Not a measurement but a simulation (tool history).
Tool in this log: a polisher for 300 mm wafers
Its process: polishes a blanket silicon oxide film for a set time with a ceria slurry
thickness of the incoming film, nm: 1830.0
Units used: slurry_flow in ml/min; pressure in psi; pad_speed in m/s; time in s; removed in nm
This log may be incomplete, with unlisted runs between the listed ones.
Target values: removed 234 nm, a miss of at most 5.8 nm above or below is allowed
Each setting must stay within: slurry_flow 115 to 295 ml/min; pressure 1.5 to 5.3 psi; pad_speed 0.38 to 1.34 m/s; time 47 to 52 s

{"run": 1, "hour": 0.0, "slurry_flow": 190, "pressure": 3.4, "pad_speed": 0.86, "time": 52, "removed": 186.1}
{"run": 2, "hour": 4.7, "slurry_flow": 195, "pressure": 3.5, "pad_speed": 0.86, "time": 52, "removed": 191.92}
{"run": 3, "hour": 9.9, "slurry_flow": 195, "pressure": 3.5, "pad_speed": 0.86, "time": 52, "removed": 196.09}
{"run": 4, "hour": 18.9, "slurry_flow": 195, "pressure": 2.7, "pad_speed": 0.86, "time": 52, "removed": 160.24}
{"hour": 20.0, "done": "worn pad replaced by a new one"}
{"run": 5, "hour": 20.0, "slurry_flow": 205, "pressure": 2.9, "pad_speed": 0.86, "time": 52, "removed": 184.07}
{"run": 6, "hour": 20.9, "slurry_flow": 205, "pressure": 2.9, "pad_speed": 0.7, "time": 52, "removed": 148.71}
{"run": 7, "hour": 24.7, "slurry_flow": 220, "pressure": 3.1, "pad_speed": 0.7, "time": 52, "removed": 157.68}
{"run": 8, "hour": 32.9, "slurry_flow": 220, "pressure": 3.1, "pad_speed": 0.7, "time": 52, "removed": 160.39}
{"run": 9, "hour": 40.1, "slurry_flow": 230, "pressure": 3.3, "pad_speed": 0.7, "time": 52, "removed": 166.7}

5 next moves are on the table. One of them brings every result within its allowed miss. Which?
{"run": "A", "hour": 47.3, "slurry_flow": 175, "pressure": 3, "pad_speed": 1, "time": 51, "removed": "?"}
{"run": "B", "hour": 47.3, "slurry_flow": 215, "pressure": 3.1, "pad_speed": 0.82, "time": 52, "removed": "?"}
{"run": "C", "hour": 47.3, "slurry_flow": 245, "pressure": 2.7, "pad_speed": 0.52, "time": 47, "removed": "?"}
{"run": "D", "hour": 47.3, "slurry_flow": 245, "pressure": 3.8, "pad_speed": 0.9, "time": 51, "removed": "?"}
{"run": "E", "hour": 47.3, "slurry_flow": 245, "pressure": 4.3, "pad_speed": 0.92, "time": 48, "removed": "?"}

move=A removed=208.81
move=B removed=185.53
move=C removed=99.42
move=D removed=236.54
move=E removed=250.89
A: closes in on the targets versus the last run, not all within tolerance yet
B: closes in on the targets versus the last run, not all within tolerance yet
C: its largest miss is bigger than the last run's
D: all results land within tolerance of their targets
E: the result that was furthest off in the last run now lies on the other side of its target
D is the move that brings every result within its allowed miss.

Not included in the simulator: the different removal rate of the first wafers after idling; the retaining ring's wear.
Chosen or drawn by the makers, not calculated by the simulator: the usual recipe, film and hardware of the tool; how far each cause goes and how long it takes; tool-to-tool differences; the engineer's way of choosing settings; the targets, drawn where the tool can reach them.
